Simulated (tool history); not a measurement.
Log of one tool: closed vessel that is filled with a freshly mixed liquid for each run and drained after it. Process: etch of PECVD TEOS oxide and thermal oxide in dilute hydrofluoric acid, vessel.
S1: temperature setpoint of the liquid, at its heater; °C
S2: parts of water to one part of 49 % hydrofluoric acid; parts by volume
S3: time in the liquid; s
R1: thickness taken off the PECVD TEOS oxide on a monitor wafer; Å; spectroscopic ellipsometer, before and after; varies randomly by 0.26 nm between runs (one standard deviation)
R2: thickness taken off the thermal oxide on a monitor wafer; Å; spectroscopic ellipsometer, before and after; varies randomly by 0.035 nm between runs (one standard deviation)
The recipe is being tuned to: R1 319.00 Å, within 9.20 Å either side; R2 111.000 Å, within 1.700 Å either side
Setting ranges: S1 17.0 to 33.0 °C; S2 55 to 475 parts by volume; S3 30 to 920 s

run 1 hour=0.0 | S1=25.0 S2=265 S3=470 | R1=207.83 R2=72.456
run 2 hour=6.3 | S1=25.0 S2=265 S3=620 | R1=275.44 R2=95.830
run 3 hour=10.4 | S1=25.0 S2=265 S3=480 | R1=213.69 R2=74.250
run 4 hour=12.7 | S1=27.5 S2=265 S3=480 | R1=232.37 R2=80.746
run 5 hour=16.7 | S1=30.0 S2=265 S3=480 | R1=248.30 R2=87.659
run 6 hour=22.9 | S1=31.5 S2=265 S3=480 | R1=263.05 R2=91.978
run 7 hour=30.1 | S1=32.0 S2=260 S3=480 | R1=273.52 R2=96.074
run 8 hour=38.9 | S1=32.0 S2=255 S3=480 | R1=283.93 R2=98.433

Exactly one of the 4 candidate moves below puts every result within its allowed miss. Which one?
run A hour=47.7 | S1=33.0 S2=185 S3=345 | R1=? R2=?
run B hour=47.7 | S1=30.5 S2=245 S3=435 | R1=? R2=?
run C hour=47.7 | S1=33.0 S2=170 S3=325 | R1=? R2=?
run D hour=47.7 | S1=31.0 S2=300 S3=545 | R1=? R2=?

move=A R1=317.48 R2=110.480
move=B R1=257.87 R2=89.736
move=C R1=332.11 R2=115.570
move=D R1=251.77 R2=87.613
A: hits every target within its allowed miss
B: misses by more than the last run did
C: the result that was furthest off in the last run now lies on the other side of its target
D: misses by more than the last run did
A meets every target.
